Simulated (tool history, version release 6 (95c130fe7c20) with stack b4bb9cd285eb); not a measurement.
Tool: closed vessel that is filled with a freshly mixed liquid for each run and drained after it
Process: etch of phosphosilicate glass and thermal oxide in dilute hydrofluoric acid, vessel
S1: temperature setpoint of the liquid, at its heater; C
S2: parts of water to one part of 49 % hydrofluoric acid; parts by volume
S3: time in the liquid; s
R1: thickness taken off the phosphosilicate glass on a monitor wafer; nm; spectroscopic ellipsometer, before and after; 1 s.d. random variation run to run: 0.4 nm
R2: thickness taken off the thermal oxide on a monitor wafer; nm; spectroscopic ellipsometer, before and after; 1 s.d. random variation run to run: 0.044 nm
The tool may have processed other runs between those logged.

run 1 hour=0 | S1=21 S2=115 S3=60 | R1=30.506 R2=2.3555
run 2 hour=4.2 | S1=23.5 S2=115 S3=60 | R1=33.728 R2=2.6626
run 3 hour=11.5 | S1=23.5 S2=115 S3=45 | R1=25.23 R2=1.9821
run 4 hour=12.8 | S1=22 S2=115 S3=45 | R1=23.929 R2=1.833
run 5 hour=18.2 | S1=22 S2=115 S3=35 | R1=18.845 R2=1.4062
run 6 hour=27.3 | S1=24 S2=115 S3=35 | R1=20.151 R2=1.6002
run 7 hour=31.7 | S1=24 S2=90 S3=35 | R1=26.172 R2=2.0286
run 8 hour=34 | S1=24 S2=90 S3=35 | R1=26.66 R2=2.0696
run 9 hour=41.3 | S1=24 S2=90 S3=35 | R1=27.019 R2=2.0322
run 10 hour=45.1 | S1=25.5 S2=80 S3=35 | R1=32.842 R2=2.4573
run 11 hour=47.4 | S1=26.5 S2=80 S3=35 | R1=33.112 R2=2.6298

Predict the results of run 12:
run 12 hour=48.6 | S1=26.5 S2=70 S3=35 | R1=? R2=?

R1: 38.939 nm
R2: 2.9758 nm
